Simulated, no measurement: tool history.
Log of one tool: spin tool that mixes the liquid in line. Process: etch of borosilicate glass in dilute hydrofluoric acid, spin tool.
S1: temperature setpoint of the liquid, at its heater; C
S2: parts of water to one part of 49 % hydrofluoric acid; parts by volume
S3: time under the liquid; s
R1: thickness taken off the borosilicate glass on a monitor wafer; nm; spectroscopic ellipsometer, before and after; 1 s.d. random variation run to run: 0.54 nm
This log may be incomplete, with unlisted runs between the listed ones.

Run 1, day 0: S1 22 C, S2 230 parts by volume, S3 290 s. Result: R1 47.109 nm.
Run 2, day 0.05: S1 23.5 C, S2 230 parts by volume, S3 290 s. Result: R1 49.395 nm.
Run 3, day 0.254: S1 20 C, S2 230 parts by volume, S3 290 s. Result: R1 43.164 nm.
Run 4, day 0.279: S1 20 C, S2 275 parts by volume, S3 290 s. Result: R1 34.799 nm.
Run 5, day 0.308: S1 20 C, S2 275 parts by volume, S3 310 s. Result: R1 36.187 nm.
Run 6, day 0.35: S1 23 C, S2 270 parts by volume, S3 310 s. Result: R1 42.317 nm.
Run 7, day 0.554: S1 25 C, S2 265 parts by volume, S3 310 s. Result: R1 46.351 nm.
Run 8, day 0.912: S1 26.5 C, S2 260 parts by volume, S3 310 s. Result: R1 49.24 nm.
Run 9, day 1.288: S1 27.5 C, S2 255 parts by volume, S3 310 s. Result: R1 53.591 nm.
Run 10, day 1.421: S1 28 C, S2 255 parts by volume, S3 310 s. Result: R1 54.297 nm.

Forecast run 11:
Run 11, day 1.458: S1 28.5 C, S2 255 parts by volume, S3 310 s. Result: R1 ?.

Run 11 yielded R1 55.521 nm.
